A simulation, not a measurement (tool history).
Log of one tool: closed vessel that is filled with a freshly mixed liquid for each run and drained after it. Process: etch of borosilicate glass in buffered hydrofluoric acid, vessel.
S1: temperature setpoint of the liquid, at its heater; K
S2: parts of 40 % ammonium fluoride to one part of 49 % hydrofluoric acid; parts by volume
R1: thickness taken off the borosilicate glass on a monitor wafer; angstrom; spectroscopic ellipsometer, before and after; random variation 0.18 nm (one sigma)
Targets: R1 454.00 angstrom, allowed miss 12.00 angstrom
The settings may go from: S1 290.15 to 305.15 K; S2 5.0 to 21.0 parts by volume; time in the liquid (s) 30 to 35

{"run": 1, "hour": 0.0, "S1": 298.15, "S2": 13.0, "time in the liquid (s)": 35, "R1": 405.14}
{"run": 2, "hour": 6.8, "S1": 301.15, "S2": 13.0, "time in the liquid (s)": 35, "R1": 470.76}
{"run": 3, "hour": 10.2, "S1": 301.15, "S2": 16.0, "time in the liquid (s)": 35, "R1": 383.39}
{"run": 4, "hour": 16.3, "S1": 301.65, "S2": 16.0, "time in the liquid (s)": 35, "R1": 394.65}
{"run": 5, "hour": 24.1, "S1": 301.65, "S2": 18.0, "time in the liquid (s)": 35, "R1": 351.52}
{"run": 6, "hour": 31.1, "S1": 301.65, "S2": 18.0, "time in the liquid (s)": 30, "R1": 299.89}
{"run": 7, "hour": 31.9, "S1": 302.65, "S2": 17.5, "time in the liquid (s)": 30, "R1": 326.22}
{"run": 8, "hour": 34.9, "S1": 303.15, "S2": 16.5, "time in the liquid (s)": 30, "R1": 356.15}
{"run": 9, "hour": 37.6, "S1": 303.65, "S2": 16.0, "time in the liquid (s)": 30, "R1": 375.66}
{"run": 10, "hour": 45.2, "S1": 304.15, "S2": 15.5, "time in the liquid (s)": 30, "R1": 396.54}
{"run": 11, "hour": 52.6, "S1": 304.15, "S2": 15.0, "time in the liquid (s)": 30, "R1": 406.82}

4 next moves are on the table. One of them brings every result within its allowed miss. Which?
{"run": "A", "hour": 60.0, "S1": 305.15, "S2": 17.0, "time in the liquid (s)": 30, "R1": "?"}
{"run": "B", "hour": 60.0, "S1": 302.65, "S2": 15.0, "time in the liquid (s)": 30, "R1": "?"}
{"run": "C", "hour": 60.0, "S1": 304.15, "S2": 14.5, "time in the liquid (s)": 35, "R1": "?"}
{"run": "D", "hour": 60.0, "S1": 303.65, "S2": 15.5, "time in the liquid (s)": 35, "R1": "?"}

move=A R1=381.92
move=B R1=379.76
move=C R1=495.09
move=D R1=451.78
A: further off than the last run
B: further off than the last run
C: takes the result that was furthest off past its target
D: meets every target
Answer: D
